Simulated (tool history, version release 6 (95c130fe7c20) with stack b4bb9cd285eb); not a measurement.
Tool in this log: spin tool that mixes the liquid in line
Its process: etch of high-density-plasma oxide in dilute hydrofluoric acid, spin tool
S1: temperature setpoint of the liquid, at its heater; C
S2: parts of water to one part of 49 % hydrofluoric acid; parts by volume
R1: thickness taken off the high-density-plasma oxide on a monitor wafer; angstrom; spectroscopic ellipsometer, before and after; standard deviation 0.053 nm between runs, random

run 1 day=0.000 | S1=21.0 S2=150 time_under_the_liquid_(s)=270 | R1=160.370
run 2 day=0.142 | S1=24.0 S2=150 time_under_the_liquid_(s)=270 | R1=175.240
run 3 day=0.375 | S1=24.0 S2=95 time_under_the_liquid_(s)=270 | R1=298.770
run 4 day=0.708 | S1=27.0 S2=95 time_under_the_liquid_(s)=270 | R1=338.300
run 5 day=0.917 | S1=27.0 S2=70 time_under_the_liquid_(s)=270 | R1=473.520
run 6 day=1.017 | S1=27.0 S2=40 time_under_the_liquid_(s)=270 | R1=870.500
run 7 day=1.254 | S1=24.0 S2=85 time_under_the_liquid_(s)=270 | R1=338.930
run 8 day=1.292 | S1=21.5 S2=115 time_under_the_liquid_(s)=270 | R1=221.850
run 9 day=1.550 | S1=21.5 S2=115 time_under_the_liquid_(s)=270 | R1=217.630
run 10 day=1.883 | S1=20.0 S2=140 time_under_the_liquid_(s)=270 | R1=165.730
run 11 day=2.025 | S1=17.0 S2=200 time_under_the_liquid_(s)=270 | R1=95.585
run 12 day=2.075 | S1=17.0 S2=205 time_under_the_liquid_(s)=270 | R1=95.000

Estimate the outcome of run 13 from the log above:
run 13 day=2.383 | S1=17.0 S2=205 time_under_the_liquid_(s)=270 | R1=?

R1: 93.423 angstrom
